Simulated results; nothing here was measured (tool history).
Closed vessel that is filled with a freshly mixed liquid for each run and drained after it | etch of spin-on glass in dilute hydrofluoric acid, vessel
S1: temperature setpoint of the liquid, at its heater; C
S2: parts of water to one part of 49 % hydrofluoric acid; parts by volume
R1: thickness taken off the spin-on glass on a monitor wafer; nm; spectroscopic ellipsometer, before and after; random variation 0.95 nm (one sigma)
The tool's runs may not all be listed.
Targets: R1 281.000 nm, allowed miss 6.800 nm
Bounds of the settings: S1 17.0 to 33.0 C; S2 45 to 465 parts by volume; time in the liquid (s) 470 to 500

Run 1, hour 0.0: S1 25.0 C, S2 255 parts by volume, time in the liquid (s) 470. Result: R1 73.818 nm.
Run 2, hour 3.6: S1 27.0 C, S2 190 parts by volume, time in the liquid (s) 470. Result: R1 114.020 nm.
Run 3, hour 10.2: S1 28.5 C, S2 150 parts by volume, time in the liquid (s) 470. Result: R1 160.990 nm.
Run 4, hour 11.8: S1 25.5 C, S2 150 parts by volume, time in the liquid (s) 470. Result: R1 143.770 nm.
Run 5, hour 17.2: S1 28.0 C, S2 150 parts by volume, time in the liquid (s) 470. Result: R1 158.150 nm.
Run 6, hour 18.3: S1 29.5 C, S2 130 parts by volume, time in the liquid (s) 470. Result: R1 196.780 nm.
Run 7, hour 24.0: S1 30.5 C, S2 120 parts by volume, time in the liquid (s) 470. Result: R1 225.250 nm.
Run 8, hour 32.3: S1 33.0 C, S2 100 parts by volume, time in the liquid (s) 470. Result: R1 304.760 nm.
Run 9, hour 40.3: S1 31.5 C, S2 100 parts by volume, time in the liquid (s) 470. Result: R1 288.380 nm.

4 next moves are on the table. One of them brings every result within its allowed miss. Which?
Run A, hour 48.3: S1 31.0 C, S2 100 parts by volume, time in the liquid (s) 500. Result: R1 ?.
Run B, hour 48.3: S1 33.0 C, S2 115 parts by volume, time in the liquid (s) 485. Result: R1 ?.
Run C, hour 48.3: S1 33.0 C, S2 110 parts by volume, time in the liquid (s) 485. Result: R1 ?.
Run D, hour 48.3: S1 31.0 C, S2 95 parts by volume, time in the liquid (s) 470. Result: R1 ?.

move       R1
   A  300.870
   B  267.100
   C  281.320
   D  299.870
A: further off than the last run
B: takes the result that was furthest off past its target
C: meets every target
D: further off than the last run
Move C is the one to make.
